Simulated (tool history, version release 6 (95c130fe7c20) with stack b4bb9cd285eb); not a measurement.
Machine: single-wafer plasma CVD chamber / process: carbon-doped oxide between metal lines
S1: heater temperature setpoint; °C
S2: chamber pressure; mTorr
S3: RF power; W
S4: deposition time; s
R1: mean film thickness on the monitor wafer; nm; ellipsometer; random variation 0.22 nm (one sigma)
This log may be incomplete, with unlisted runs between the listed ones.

run,hour,S1,S2,S3,S4,R1
1,0.0,365,4960,465,18.2,81.118
2,2.5,365,4870,455,18.1,79.700
3,3.1,375,4870,455,18.1,77.362
4,6.2,382,4870,455,18.1,76.156
5,9.7,382,4830,445,18.1,75.027
6,17.5,382,5440,445,18.1,76.570
7,20.8,382,5350,435,18.1,74.774
8,23.9,382,5300,430,18.1,74.267

Forecast run 9:
9,27.7,382,5240,425,18.1,?

Run 9 produced R1 73.681 nm.
